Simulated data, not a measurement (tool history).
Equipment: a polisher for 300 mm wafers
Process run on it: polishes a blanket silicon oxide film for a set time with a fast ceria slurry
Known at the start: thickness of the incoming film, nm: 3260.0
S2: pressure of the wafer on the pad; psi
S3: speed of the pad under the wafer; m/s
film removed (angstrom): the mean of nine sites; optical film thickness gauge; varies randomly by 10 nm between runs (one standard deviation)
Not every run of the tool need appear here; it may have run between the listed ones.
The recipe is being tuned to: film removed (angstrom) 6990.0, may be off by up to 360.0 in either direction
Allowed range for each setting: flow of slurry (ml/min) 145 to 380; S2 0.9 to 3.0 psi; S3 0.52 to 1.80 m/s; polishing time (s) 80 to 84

Run 1, hour 0.0: flow of slurry (ml/min) 245, S2 1.9 psi, S3 1.16 m/s, polishing time (s) 80. Result: film removed (angstrom) 10186.0.
Run 2, hour 1.6: flow of slurry (ml/min) 245, S2 1.9 psi, S3 1.16 m/s, polishing time (s) 80. Result: film removed (angstrom) 10166.0.
Run 3, hour 9.9: flow of slurry (ml/min) 245, S2 1.7 psi, S3 1.16 m/s, polishing time (s) 80. Result: film removed (angstrom) 8964.0.
Run 4, hour 13.5: flow of slurry (ml/min) 245, S2 1.7 psi, S3 1.40 m/s, polishing time (s) 80. Result: film removed (angstrom) 11053.0.
Run 5, hour 17.1: flow of slurry (ml/min) 245, S2 1.5 psi, S3 1.40 m/s, polishing time (s) 80. Result: film removed (angstrom) 9441.6.
Run 6, hour 21.4: flow of slurry (ml/min) 245, S2 1.4 psi, S3 1.40 m/s, polishing time (s) 80. Result: film removed (angstrom) 8794.0.
Run 7, hour 28.9: flow of slurry (ml/min) 245, S2 1.3 psi, S3 1.40 m/s, polishing time (s) 80. Result: film removed (angstrom) 8321.1.
Run 8, hour 31.0: flow of slurry (ml/min) 245, S2 1.2 psi, S3 1.40 m/s, polishing time (s) 80. Result: film removed (angstrom) 7686.4.

Exercise: of the 5 proposed moves below, exactly one satisfies all targets within the stated allowed misses. Which move is it?
Run A, hour 33.1: flow of slurry (ml/min) 245, S2 1.0 psi, S3 1.72 m/s, polishing time (s) 84. Result: film removed (angstrom) ?.
Run B, hour 33.1: flow of slurry (ml/min) 340, S2 1.0 psi, S3 1.62 m/s, polishing time (s) 81. Result: film removed (angstrom) ?.
Run C, hour 33.1: flow of slurry (ml/min) 195, S2 1.0 psi, S3 1.52 m/s, polishing time (s) 82. Result: film removed (angstrom) ?.
Run D, hour 33.1: flow of slurry (ml/min) 275, S2 1.2 psi, S3 1.44 m/s, polishing time (s) 84. Result: film removed (angstrom) ?.
Run E, hour 33.1: flow of slurry (ml/min) 260, S2 1.2 psi, S3 1.32 m/s, polishing time (s) 83. Result: film removed (angstrom) ?.

move  film removed (angstrom)
   A                   8435.8
   B                   7917.3
   C                   7087.1
   D                   8534.8
   E                   7702.5
A: lands further from the targets than the last run did
B: lands further from the targets than the last run did
C: all results land within tolerance of their targets
D: lands further from the targets than the last run did
E: no nearer and no further than the last run
Answer: C
